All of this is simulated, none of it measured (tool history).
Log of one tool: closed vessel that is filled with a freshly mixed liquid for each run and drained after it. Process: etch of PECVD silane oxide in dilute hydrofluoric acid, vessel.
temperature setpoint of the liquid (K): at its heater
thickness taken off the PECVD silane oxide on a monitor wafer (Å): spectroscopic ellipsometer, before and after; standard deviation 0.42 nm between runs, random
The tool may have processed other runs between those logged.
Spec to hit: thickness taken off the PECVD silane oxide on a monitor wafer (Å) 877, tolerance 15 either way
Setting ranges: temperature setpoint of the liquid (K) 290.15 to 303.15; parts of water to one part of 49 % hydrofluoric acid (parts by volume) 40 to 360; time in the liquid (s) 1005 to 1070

run  hour  temperature setpoint of the liquid (K)  parts of water to one part of 49 % hydrofluoric acid (parts by volume)  time in the liquid (s)  thickness taken off the PECVD silane oxide on a monitor wafer (Å)
  1     0                                  295.15                                                                     200                    1005                                                             648.67
  2   6.5                                  295.15                                                                     200                    1005                                                             640.05
  3  10.2                                  295.15                                                                     200                    1070                                                             690.93
  4  12.9                                  297.15                                                                     200                    1070                                                             741.83
  5  16.1                                  295.15                                                                     200                    1070                                                             689.03
  6  18.4                                  295.15                                                                     245                    1070                                                             533.62
  7  25.5                                  297.65                                                                     230                    1070                                                             639.98
  8  29.8                                  299.15                                                                     225                    1070                                                             691.29
  9  38.4                                  300.15                                                                     220                    1070                                                             736.31
 10  47.8                                  301.15                                                                     215                    1070                                                             787.74
 11  54.6                                  301.65                                                                     215                    1070                                                             801.39
 12    56                                  302.15                                                                     215                    1070                                                             806.91
 13    61                                  302.65                                                                     210                    1070                                                             849.13
 14  65.7                                  303.15                                                                     205                    1070                                                             900.97

Exactly one of the 5 candidate moves below puts every result within its allowed miss. Which one?
  A  70.4                                  303.15                                                                     200                    1060                                                                  ?
  B  70.4                                  301.15                                                                     185                    1045                                                                  ?
  C  70.4                                  302.65                                                                     205                    1040                                                                  ?
  D  70.4                                  303.15                                                                     200                    1025                                                                  ?
  E  70.4                                  302.65                                                                     190                    1015                                                                  ?

move  thickness taken off the PECVD silane oxide on a monitor wafer (Å)
   A                                                             904.79
   B                                                             915.33
   C                                                             846.05
   D                                                             874.91
   E                                                             907.32
A: misses by more than the last run did
B: misses by more than the last run did
C: carries the result that was furthest off beyond its target, to the other side
D: every result within its allowed miss
E: misses by more than the last run did
Go with D: it meets all targets.

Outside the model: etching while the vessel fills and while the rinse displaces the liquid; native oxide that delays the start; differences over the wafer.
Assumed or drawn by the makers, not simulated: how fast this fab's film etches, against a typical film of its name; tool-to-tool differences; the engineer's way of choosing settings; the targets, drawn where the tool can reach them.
